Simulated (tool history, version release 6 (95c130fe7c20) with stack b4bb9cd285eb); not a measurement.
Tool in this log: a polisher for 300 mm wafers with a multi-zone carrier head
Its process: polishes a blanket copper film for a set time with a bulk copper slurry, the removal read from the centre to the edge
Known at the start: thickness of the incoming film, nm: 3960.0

run  hour  flow of slurry (ml/min)  pressure of the head's centre zone  pressure of the head's middle zone  pressure of the head's edge zone  abrasive content of the slurry  polishing time (s)  film removed at the wafer's centre (nm)  film removed at mid-radius (nm)  film removed at the wafer's edge (nm)
  1     0                      160                                   1                                   1                                 1                               1                  49                                   380.42                           379.09                                 388.49
  2   6.9                      160                                   1                                   1                              0.96                             0.9                  46                                   346.56                           347.83                                  347.1
  3  10.1                      160                                   1                                1.05                              0.96                             0.9                  46                                   352.43                           362.13                                 351.52
  4  14.6                      160                                   1                                1.05                              0.96                             0.9                  38                                   293.16                           301.89                                 287.63
  5  20.2                      155                                   1                                1.04                              0.93                            0.85                  38                                   281.95                           291.26                                  278.3
  6  24.6                      155                                   1                                   1                              0.93                            0.85                  38                                   288.24                            282.2                                 277.92
  7  29.5                      145                                   1                                   1                               0.9                            0.85                  38                                    274.9                           285.35                                 264.05

The next listed run, before its measurement:
  8  31.9                      140                                   1                                0.99                               0.9                            0.85                  38                                        ?                                ?                                      ?

{"run 8": {"film removed at the wafer's centre (nm)": 281.23, "film removed at mid-radius (nm)": 278.04, "film removed at the wafer's edge (nm)": 267.14}}
